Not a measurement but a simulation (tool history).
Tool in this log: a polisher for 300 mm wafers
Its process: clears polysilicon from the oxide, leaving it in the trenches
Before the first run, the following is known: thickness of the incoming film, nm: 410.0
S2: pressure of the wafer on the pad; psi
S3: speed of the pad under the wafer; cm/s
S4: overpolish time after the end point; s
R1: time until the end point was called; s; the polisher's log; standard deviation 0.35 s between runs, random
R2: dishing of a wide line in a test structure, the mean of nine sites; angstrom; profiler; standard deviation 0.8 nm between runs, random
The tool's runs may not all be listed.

Run 1, day 0: flow of slurry (ml/min) 230, S2 2.6 psi, S3 126 cm/s, S4 17 s. Result: R1 27.778 s, R2 776.24 angstrom.
Run 2, day 0.121: flow of slurry (ml/min) 175, S2 2.6 psi, S3 126 cm/s, S4 17 s. Result: R1 28.74 s, R2 772.17 angstrom.
Run 3, day 0.196: flow of slurry (ml/min) 175, S2 3 psi, S3 126 cm/s, S4 17 s. Result: R1 24.4 s, R2 794.65 angstrom.
Run 4, day 0.554: flow of slurry (ml/min) 175, S2 3 psi, S3 114 cm/s, S4 17 s. Result: R1 27.177 s, R2 779.94 angstrom.
Run 5, day 0.592: flow of slurry (ml/min) 175, S2 3 psi, S3 114 cm/s, S4 11 s. Result: R1 26.233 s, R2 720.82 angstrom.
Run 6, day 0.708: flow of slurry (ml/min) 195, S2 3 psi, S3 110 cm/s, S4 10 s. Result: R1 26.823 s, R2 688.74 angstrom.
Run 7, day 1.062: flow of slurry (ml/min) 195, S2 3 psi, S3 110 cm/s, S4 10 s. Result: R1 26.285 s, R2 690.58 angstrom.

Forecast run 8:
Run 8, day 1.121: flow of slurry (ml/min) 205, S2 2.8 psi, S3 110 cm/s, S4 5 s. Result: R1 ?, R2 ?.

R1: 28.408 s
R2: 470.76 angstrom
